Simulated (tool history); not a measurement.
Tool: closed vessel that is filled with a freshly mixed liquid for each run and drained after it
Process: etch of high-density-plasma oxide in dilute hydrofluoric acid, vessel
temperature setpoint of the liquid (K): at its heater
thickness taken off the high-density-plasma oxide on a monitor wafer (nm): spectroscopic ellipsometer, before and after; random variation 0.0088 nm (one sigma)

| run | hour | temperature setpoint of the liquid (K) | parts of water to one part of 49 % hydrofluoric acid (parts by volume) | time in the liquid (s) | thickness taken off the high-density-plasma oxide on a monitor wafer (nm) |
|---|---|---|---|---|---|
| 1 | 0 | 298.15 | 140 | 85 | 3.1474 |
| 2 | 5.8 | 297.65 | 140 | 85 | 3.0701 |
| 3 | 8.1 | 297.15 | 140 | 85 | 3.0115 |
| 4 | 16.8 | 297.15 | 140 | 85 | 3.0285 |
| 5 | 25.7 | 297.15 | 105 | 85 | 4.2058 |
| 6 | 27.2 | 296.15 | 110 | 85 | 3.8115 |
| 7 | 30.4 | 295.15 | 110 | 85 | 3.6528 |
| 8 | 34.7 | 294.65 | 110 | 85 | 3.6072 |
| 9 | 37.4 | 294.15 | 110 | 85 | 3.5144 |
| 10 | 38.8 | 293.65 | 110 | 85 | 3.4475 |

Run 11 comes next. What will it give?
| 11 | 40.5 | 293.15 | 110 | 85 | ? |

{"run 11": {"thickness taken off the high-density-plasma oxide on a monitor wafer (nm)": 3.3721}}
